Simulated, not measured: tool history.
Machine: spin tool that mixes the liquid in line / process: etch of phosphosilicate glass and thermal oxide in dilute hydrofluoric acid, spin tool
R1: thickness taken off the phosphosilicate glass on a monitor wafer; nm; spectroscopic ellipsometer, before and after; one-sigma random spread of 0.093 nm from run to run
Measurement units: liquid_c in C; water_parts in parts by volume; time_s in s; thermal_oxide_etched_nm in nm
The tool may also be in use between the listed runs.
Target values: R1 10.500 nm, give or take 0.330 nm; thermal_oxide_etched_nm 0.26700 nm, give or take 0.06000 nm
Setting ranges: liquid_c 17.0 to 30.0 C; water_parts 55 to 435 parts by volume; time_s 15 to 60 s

Run 1, hour 0.0: liquid_c 22.0 C, water_parts 245 parts by volume, time_s 30 s. Result: R1 17.952 nm, thermal_oxide_etched_nm 0.46482 nm.
Run 2, hour 5.4: liquid_c 19.5 C, water_parts 245 parts by volume, time_s 30 s. Result: R1 16.432 nm, thermal_oxide_etched_nm 0.39701 nm.
Run 3, hour 8.8: liquid_c 19.5 C, water_parts 280 parts by volume, time_s 30 s. Result: R1 14.000 nm, thermal_oxide_etched_nm 0.35212 nm.
Run 4, hour 15.3: liquid_c 19.5 C, water_parts 220 parts by volume, time_s 30 s. Result: R1 18.992 nm, thermal_oxide_etched_nm 0.46136 nm.
Run 5, hour 17.5: liquid_c 19.5 C, water_parts 230 parts by volume, time_s 30 s. Result: R1 17.516 nm, thermal_oxide_etched_nm 0.49721 nm.
Run 6, hour 25.5: liquid_c 19.5 C, water_parts 230 parts by volume, time_s 45 s. Result: R1 26.700 nm, thermal_oxide_etched_nm 0.66865 nm.
Run 7, hour 27.8: liquid_c 19.5 C, water_parts 230 parts by volume, time_s 45 s. Result: R1 26.414 nm, thermal_oxide_etched_nm 0.69489 nm.
Run 8, hour 36.0: liquid_c 19.5 C, water_parts 250 parts by volume, time_s 45 s. Result: R1 23.912 nm, thermal_oxide_etched_nm 0.57922 nm.
Run 9, hour 42.7: liquid_c 19.5 C, water_parts 265 parts by volume, time_s 45 s. Result: R1 22.036 nm, thermal_oxide_etched_nm 0.55907 nm.
Run 10, hour 43.9: liquid_c 17.0 C, water_parts 360 parts by volume, time_s 45 s. Result: R1 13.931 nm, thermal_oxide_etched_nm 0.37723 nm.
Run 11, hour 47.9: liquid_c 17.0 C, water_parts 365 parts by volume, time_s 45 s. Result: R1 13.369 nm, thermal_oxide_etched_nm 0.35579 nm.

4 candidate next runs follow, results not yet known. Just one meets every target within its allowed miss. Identify it.
Run A, hour 51.9: liquid_c 30.0 C, water_parts 250 parts by volume, time_s 15 s. Result: R1 ?, thermal_oxide_etched_nm ?.
Run B, hour 51.9: liquid_c 21.0 C, water_parts 300 parts by volume, time_s 25 s. Result: R1 ?, thermal_oxide_etched_nm ?.
Run C, hour 51.9: liquid_c 17.0 C, water_parts 405 parts by volume, time_s 40 s. Result: R1 ?, thermal_oxide_etched_nm ?.
Run D, hour 51.9: liquid_c 17.0 C, water_parts 375 parts by volume, time_s 40 s. Result: R1 ?, thermal_oxide_etched_nm ?.

move      R1  thermal_oxide_etched_nm
   A  11.588                  0.28782
   B  11.192                  0.27799
   C  10.517                  0.26121
   D  11.627                  0.28880
A: moves toward the targets from the last run without getting all of them in spec
B: moves toward the targets from the last run without getting all of them in spec
C: every result lands within tolerance
D: moves toward the targets from the last run without getting all of them in spec
Go with C: it meets all targets.

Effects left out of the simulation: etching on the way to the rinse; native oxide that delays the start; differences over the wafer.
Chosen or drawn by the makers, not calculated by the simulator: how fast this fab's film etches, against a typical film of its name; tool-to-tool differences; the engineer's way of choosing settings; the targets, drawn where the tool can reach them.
